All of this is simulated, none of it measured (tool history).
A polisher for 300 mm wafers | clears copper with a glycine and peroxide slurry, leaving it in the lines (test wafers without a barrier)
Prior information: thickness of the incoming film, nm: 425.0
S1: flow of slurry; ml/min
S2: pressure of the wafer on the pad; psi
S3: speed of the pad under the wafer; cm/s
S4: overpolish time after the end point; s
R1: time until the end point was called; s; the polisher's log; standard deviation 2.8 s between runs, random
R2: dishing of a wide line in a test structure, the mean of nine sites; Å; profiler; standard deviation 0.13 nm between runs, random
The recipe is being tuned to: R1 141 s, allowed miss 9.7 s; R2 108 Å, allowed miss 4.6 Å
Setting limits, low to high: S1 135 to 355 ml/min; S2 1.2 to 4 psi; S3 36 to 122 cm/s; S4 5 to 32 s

Run 1, hour 0: S1 225 ml/min, S2 2.6 psi, S3 78 cm/s, S4 16 s. Result: R1 124.88 s, R2 282.66 Å.
Run 2, hour 6: S1 225 ml/min, S2 2.6 psi, S3 68 cm/s, S4 16 s. Result: R1 137.32 s, R2 268.65 Å.
Run 3, hour 14.5: S1 225 ml/min, S2 2.6 psi, S3 84 cm/s, S4 16 s. Result: R1 116.69 s, R2 292.32 Å.
Run 4, hour 15.9: S1 225 ml/min, S2 2.6 psi, S3 70 cm/s, S4 16 s. Result: R1 135.85 s, R2 279.19 Å.
At hour 24.3: worn pad replaced by a new one.
Run 5, hour 24.3: S1 225 ml/min, S2 3 psi, S3 70 cm/s, S4 16 s. Result: R1 111.83 s, R2 310.6 Å.
Run 6, hour 31.5: S1 225 ml/min, S2 2.7 psi, S3 70 cm/s, S4 16 s. Result: R1 119.98 s, R2 290.6 Å.
Run 7, hour 37.1: S1 160 ml/min, S2 2 psi, S3 68 cm/s, S4 8 s. Result: R1 162.75 s, R2 142.39 Å.
Run 8, hour 40.9: S1 155 ml/min, S2 1.8 psi, S3 78 cm/s, S4 7 s. Result: R1 156.88 s, R2 129.85 Å.
Run 9, hour 47.9: S1 150 ml/min, S2 1.7 psi, S3 86 cm/s, S4 6 s. Result: R1 161.46 s, R2 115.39 Å.

Consider the 4 candidate settings below. Which is the only one whose results all fall within their allowed miss of target?
Run A, hour 54.9: S1 140 ml/min, S2 1.7 psi, S3 86 cm/s, S4 5 s. Result: R1 ?, R2 ?.
Run B, hour 54.9: S1 135 ml/min, S2 1.9 psi, S3 96 cm/s, S4 5 s. Result: R1 ?, R2 ?.
Run C, hour 54.9: S1 135 ml/min, S2 1.8 psi, S3 86 cm/s, S4 5 s. Result: R1 ?, R2 ?.
Run D, hour 54.9: S1 180 ml/min, S2 2 psi, S3 66 cm/s, S4 5 s. Result: R1 ?, R2 ?.

move      R1      R2
   A  159.91    94.9
   B  139.12  107.19
   C  154.52  97.864
   D   158.5  96.076
A: the biggest miss grows against the last run
B: hits every target within its allowed miss
C: about the same distance from the targets as the last run
D: the biggest miss grows against the last run
B meets every target.
